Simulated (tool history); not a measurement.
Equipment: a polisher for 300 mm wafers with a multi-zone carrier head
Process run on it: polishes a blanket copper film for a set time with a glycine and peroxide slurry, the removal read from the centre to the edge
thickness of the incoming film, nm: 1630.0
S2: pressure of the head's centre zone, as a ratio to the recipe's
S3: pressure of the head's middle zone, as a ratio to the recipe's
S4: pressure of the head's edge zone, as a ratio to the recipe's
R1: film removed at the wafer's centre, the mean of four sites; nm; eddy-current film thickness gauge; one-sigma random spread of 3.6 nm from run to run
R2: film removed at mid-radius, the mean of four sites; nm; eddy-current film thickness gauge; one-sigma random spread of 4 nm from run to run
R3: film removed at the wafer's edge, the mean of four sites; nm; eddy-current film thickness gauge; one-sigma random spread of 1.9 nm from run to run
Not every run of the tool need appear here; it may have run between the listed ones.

{"run": 1, "hour": 0.0, "flow of slurry (ml/min)": 175, "S2": 1, "S3": 1, "S4": 1, "polishing time (s)": 61, "R1": 242.19, "R2": 227.23, "R3": 235.8}
{"run": 2, "hour": 7.4, "flow of slurry (ml/min)": 175, "S2": 1, "S3": 0.93, "S4": 1, "polishing time (s)": 61, "R1": 235.23, "R2": 214.73, "R3": 234.34}
{"run": 3, "hour": 15.6, "flow of slurry (ml/min)": 175, "S2": 0.94, "S3": 0.93, "S4": 1, "polishing time (s)": 61, "R1": 226.01, "R2": 214.53, "R3": 232.46}
{"run": 4, "hour": 22.4, "flow of slurry (ml/min)": 140, "S2": 0.94, "S3": 0.93, "S4": 1, "polishing time (s)": 61, "R1": 218.89, "R2": 208.27, "R3": 229.16}
{"run": 5, "hour": 23.9, "flow of slurry (ml/min)": 140, "S2": 0.94, "S3": 0.85, "S4": 1, "polishing time (s)": 61, "R1": 220.01, "R2": 194.26, "R3": 228.17}
{"run": 6, "hour": 31.4, "flow of slurry (ml/min)": 150, "S2": 0.95, "S3": 0.9, "S4": 1.01, "polishing time (s)": 62, "R1": 234.34, "R2": 204.56, "R3": 232.56}
{"run": 7, "hour": 36.3, "flow of slurry (ml/min)": 160, "S2": 0.95, "S3": 0.94, "S4": 1.01, "polishing time (s)": 63, "R1": 235.36, "R2": 220.88, "R3": 240.89}

Forecast run 8:
{"run": 8, "hour": 40.4, "flow of slurry (ml/min)": 210, "S2": 1.04, "S3": 1.04, "S4": 0.97, "polishing time (s)": 65, "R1": "?", "R2": "?", "R3": "?"}

Run 8 gave R1 262.88 nm, R2 257.97 nm, R3 251.05 nm.

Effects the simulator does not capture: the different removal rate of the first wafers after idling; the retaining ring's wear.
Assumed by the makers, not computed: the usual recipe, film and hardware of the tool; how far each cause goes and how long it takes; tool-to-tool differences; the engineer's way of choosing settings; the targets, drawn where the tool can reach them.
